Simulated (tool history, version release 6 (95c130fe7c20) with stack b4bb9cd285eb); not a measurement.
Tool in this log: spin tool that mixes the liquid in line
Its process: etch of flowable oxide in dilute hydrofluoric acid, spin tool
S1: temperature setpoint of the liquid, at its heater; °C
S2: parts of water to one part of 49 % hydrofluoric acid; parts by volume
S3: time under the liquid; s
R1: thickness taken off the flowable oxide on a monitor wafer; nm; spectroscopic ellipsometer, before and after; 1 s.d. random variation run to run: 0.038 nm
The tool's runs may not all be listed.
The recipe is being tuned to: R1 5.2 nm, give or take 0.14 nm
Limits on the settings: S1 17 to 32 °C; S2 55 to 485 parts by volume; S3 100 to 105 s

run  hour    S1   S2   S3      R1
  1     0    24  270  100  8.7426
  2   8.2    22  290  100  7.4314
  3   8.9    25  290  100  8.1701
  4  13.5    27  290  100  8.7794
  5  21.1  24.5  290  100  8.0881
  6  28.4  24.5  325  100  6.9836
  7  31.9  22.5  330  100    6.29
  8  32.6  18.5  335  100  5.3979
  9  34.2  18.5  335  100   5.507

4 next moves are on the table. One of them brings every result within its allowed miss. Which?
  A  35.8  21  325  100   ?
  B  35.8  17  310  100   ?
  C  35.8  17  345  105   ?
  D  35.8  17  295  100   ?

move      R1
   A  6.2573
   B  5.7397
   C  5.2625
   D  6.1074
A: its largest miss is bigger than the last run's
B: its largest miss is bigger than the last run's
C: all results land within tolerance of their targets
D: its largest miss is bigger than the last run's
Go with C: it meets all targets.
